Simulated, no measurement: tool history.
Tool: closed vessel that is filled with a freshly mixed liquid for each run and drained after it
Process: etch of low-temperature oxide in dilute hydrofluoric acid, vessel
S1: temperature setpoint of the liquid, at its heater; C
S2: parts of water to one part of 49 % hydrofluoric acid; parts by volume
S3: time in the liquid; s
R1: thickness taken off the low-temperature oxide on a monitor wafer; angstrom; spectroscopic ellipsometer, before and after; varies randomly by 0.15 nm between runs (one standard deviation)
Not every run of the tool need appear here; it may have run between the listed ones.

{"run": 1, "day": 0.0, "S1": 22.0, "S2": 210, "S3": 660, "R1": 376.63}
{"run": 2, "day": 0.067, "S1": 22.0, "S2": 165, "S3": 660, "R1": 500.4}
{"run": 3, "day": 0.238, "S1": 22.0, "S2": 95, "S3": 660, "R1": 949.96}
{"run": 4, "day": 0.462, "S1": 24.0, "S2": 95, "S3": 660, "R1": 1037.0}
{"run": 5, "day": 0.725, "S1": 24.0, "S2": 95, "S3": 660, "R1": 1027.7}
{"run": 6, "day": 0.804, "S1": 22.0, "S2": 120, "S3": 660, "R1": 729.38}
{"day": 1.133, "done": "hydrofluoric acid flow meter replaced"}
{"run": 7, "day": 1.133, "S1": 20.5, "S2": 130, "S3": 660, "R1": 693.64}
{"run": 8, "day": 1.488, "S1": 19.5, "S2": 150, "S3": 660, "R1": 568.29}

What will run 9 give?
{"run": 9, "day": 1.871, "S1": 19.0, "S2": 165, "S3": 660, "R1": "?"}

{"run 9": {"R1": 501.63}}
